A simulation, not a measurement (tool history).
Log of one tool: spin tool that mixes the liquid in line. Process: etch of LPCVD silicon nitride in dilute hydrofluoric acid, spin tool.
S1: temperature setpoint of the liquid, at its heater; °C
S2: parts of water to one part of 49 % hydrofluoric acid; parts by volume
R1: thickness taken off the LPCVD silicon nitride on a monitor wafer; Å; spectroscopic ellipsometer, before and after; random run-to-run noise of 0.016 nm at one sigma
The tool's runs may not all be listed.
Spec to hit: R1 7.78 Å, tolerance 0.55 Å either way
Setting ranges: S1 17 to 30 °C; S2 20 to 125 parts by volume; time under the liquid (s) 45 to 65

Run 1, hour 0: S1 22 °C, S2 70 parts by volume, time under the liquid (s) 65. Result: R1 3.7275 Å.
Run 2, hour 3.2: S1 25 °C, S2 70 parts by volume, time under the liquid (s) 65. Result: R1 4.4106 Å.
Run 3, hour 6.9: S1 25 °C, S2 95 parts by volume, time under the liquid (s) 65. Result: R1 3.2974 Å.
Run 4, hour 12.2: S1 26 °C, S2 85 parts by volume, time under the liquid (s) 65. Result: R1 4.0125 Å.
Run 5, hour 18.7: S1 26 °C, S2 70 parts by volume, time under the liquid (s) 65. Result: R1 4.7433 Å.
Run 6, hour 20.4: S1 27 °C, S2 65 parts by volume, time under the liquid (s) 65. Result: R1 5.7625 Å.
Run 7, hour 21.8: S1 27.5 °C, S2 65 parts by volume, time under the liquid (s) 65. Result: R1 5.6132 Å.
Run 8, hour 29.2: S1 28 °C, S2 60 parts by volume, time under the liquid (s) 65. Result: R1 6.5407 Å.

Below are 4 possible settings for the next run. Only one of them brings all results inside the allowed miss of their targets. Which is it?
Run A, hour 36.6: S1 29 °C, S2 65 parts by volume, time under the liquid (s) 65. Result: R1 ?.
Run B, hour 36.6: S1 28 °C, S2 50 parts by volume, time under the liquid (s) 65. Result: R1 ?.
Run C, hour 36.6: S1 30 °C, S2 65 parts by volume, time under the liquid (s) 65. Result: R1 ?.
Run D, hour 36.6: S1 30 °C, S2 60 parts by volume, time under the liquid (s) 60. Result: R1 ?.

move      R1
   A  6.5394
   B  7.9448
   C   6.973
   D  6.9701
A: no better and no worse than the last run
B: each result inside its tolerance
C: closer than the last run, but not yet in spec
D: closer than the last run, but not yet in spec
The move that meets every target is B.
